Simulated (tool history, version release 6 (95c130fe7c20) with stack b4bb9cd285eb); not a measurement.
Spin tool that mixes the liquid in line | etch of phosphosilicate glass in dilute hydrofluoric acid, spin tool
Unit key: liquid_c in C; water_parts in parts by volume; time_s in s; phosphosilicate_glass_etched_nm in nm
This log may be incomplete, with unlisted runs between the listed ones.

run  hour  liquid_c  water_parts  time_s  phosphosilicate_glass_etched_nm
  1   0.0      21.0          295      15                           5.0261
  2   0.6      24.5          295      15                           5.6048
  3   6.9      23.5          300      15                           5.3355
  4   9.2      23.5          230      15                           7.4802
  5  18.0      23.5          230      15                           7.5164
  6  23.9      22.5          245      15                           6.5813
  7  30.6      21.5          255      15                           6.1377

Forecast run 8:
  8  38.0      21.0          265      15                                ?

Run 8 gave phosphosilicate_glass_etched_nm 5.7592 nm.

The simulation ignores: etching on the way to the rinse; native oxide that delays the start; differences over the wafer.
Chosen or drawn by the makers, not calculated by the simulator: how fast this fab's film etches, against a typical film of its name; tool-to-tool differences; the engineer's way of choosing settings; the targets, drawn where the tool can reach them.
